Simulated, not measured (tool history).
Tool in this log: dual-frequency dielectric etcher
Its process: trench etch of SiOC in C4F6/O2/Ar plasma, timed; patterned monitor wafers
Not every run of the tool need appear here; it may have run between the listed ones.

run  hour  source power (kW)  bias power (kW)  etch time (s)  mean etch depth across the wafer (angstrom)
  1     0                0.4            0.182             24                                       565.39
  2   1.8               0.41            0.183             24                                        568.3
  3  10.5               0.43            0.184             24                                       576.51
  4  15.3               0.45            0.185             24                                        587.6
  5  20.6               0.46            0.186             24                                       594.67
  6  27.6               0.47            0.187             24                                        599.2
  7  34.1               0.48            0.187             24                                       604.57
  8  35.6               0.49            0.187             24                                       608.38
  9  38.4                0.5            0.187             24                                       611.99

Expected results for the next run?
 10  44.5               0.52            0.188             24                                            ?

Run 10 gave mean etch depth across the wafer (angstrom) 618.97.

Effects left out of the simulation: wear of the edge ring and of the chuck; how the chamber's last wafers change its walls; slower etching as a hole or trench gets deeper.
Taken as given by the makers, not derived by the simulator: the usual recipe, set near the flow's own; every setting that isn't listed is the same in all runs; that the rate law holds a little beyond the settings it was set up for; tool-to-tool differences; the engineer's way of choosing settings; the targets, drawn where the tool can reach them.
